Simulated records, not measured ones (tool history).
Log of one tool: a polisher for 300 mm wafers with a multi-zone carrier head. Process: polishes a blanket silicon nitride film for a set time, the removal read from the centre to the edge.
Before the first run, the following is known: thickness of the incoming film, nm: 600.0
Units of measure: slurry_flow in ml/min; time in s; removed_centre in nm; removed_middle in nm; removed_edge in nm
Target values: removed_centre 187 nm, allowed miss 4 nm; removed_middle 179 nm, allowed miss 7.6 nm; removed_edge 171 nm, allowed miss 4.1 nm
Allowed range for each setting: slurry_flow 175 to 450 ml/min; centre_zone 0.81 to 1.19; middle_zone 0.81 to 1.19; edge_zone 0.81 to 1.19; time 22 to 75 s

run  hour  slurry_flow  centre_zone  middle_zone  edge_zone  time  removed_centre  removed_middle  removed_edge
  1     0          290            1            1          1    48          115.65          119.94        113.54
  2   4.1          290         0.94            1          1    48          108.07          119.83        113.88
  3    13          290         0.88            1          1    48          101.91          116.74        113.82
  4  17.2          295         0.92            1       1.02    50          110.03          125.33        120.69
  5  24.4          295         0.86            1       1.02    50          103.69          120.23        119.36
  6  31.7          260         0.86            1       1.02    50          100.94          121.42         118.1
  7  36.5          275          0.9         1.01       1.04    52          110.59          126.71        122.81
  8  43.7          290         0.92         1.01       1.04    54          118.83             135        128.43
     52.8  -- slurry nozzle cleaned
  9  52.8          300         0.94            1       1.05    56          130.64          143.42        137.34
 10  55.3          310         0.96            1       1.06    57           135.7          145.28         141.2
 11  56.1          355         1.06          1.1       1.16    65          172.86          181.05        167.67
 12    64          360         1.07          1.1       1.16    65          176.76          179.46         167.5

4 next moves are on the table. One of them brings every result within its allowed miss. Which?
  A  71.9          240         1.12            1       1.18    72               ?               ?             ?
  B  71.9          450         1.11         1.04       1.13    65               ?               ?             ?
  C  71.9          360         0.99         1.13       1.15    64               ?               ?             ?
  D  71.9          440         1.08         1.11       1.06    67               ?               ?             ?

move  removed_centre  removed_middle  removed_edge
   A          193.48          178.16        181.62
   B          185.39          176.94        168.78
   C          159.75          183.96        164.99
   D          185.67          192.56        169.15
A: carries the result that was furthest off beyond its target, to the other side
B: in spec on every target
C: lands further from the targets than the last run did
D: the worst result of the last run now meets its target, but another is out of spec
B is the move that brings every result within its allowed miss.
